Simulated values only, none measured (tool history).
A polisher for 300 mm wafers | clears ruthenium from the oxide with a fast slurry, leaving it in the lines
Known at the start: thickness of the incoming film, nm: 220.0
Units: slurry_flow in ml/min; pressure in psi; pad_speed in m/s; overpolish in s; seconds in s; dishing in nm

| run | day | slurry_flow | pressure | pad_speed | slurry_solids | overpolish | seconds | dishing |
|---|---|---|---|---|---|---|---|---|
| 1 | 0.000 | 180 | 2.1 | 1.30 | 1.0 | 27 | 49.230 | 75.653 |
| 2 | 0.279 | 180 | 1.9 | 1.28 | 1.0 | 26 | 55.458 | 66.466 |
| 3 | 0.646 | 180 | 1.8 | 1.28 | 1.0 | 25 | 57.173 | 63.605 |
| 4 | 0.925 | 180 | 1.7 | 1.26 | 1.0 | 24 | 62.286 | 57.360 |
| 5 | 1.021 | 145 | 1.7 | 1.26 | 1.0 | 24 | 64.058 | 57.290 |
| 6 | 1.317 | 145 | 1.6 | 1.26 | 1.0 | 23 | 67.824 | 50.026 |
| 7 | 1.504 | 145 | 1.5 | 1.26 | 1.0 | 23 | 73.623 | 49.947 |

The next listed run, before its measurement:
| 8 | 1.767 | 145 | 1.5 | 1.26 | 1.0 | 22 | ? | ? |

{"run 8": {"seconds": 72.184, "dishing": 48.585}}
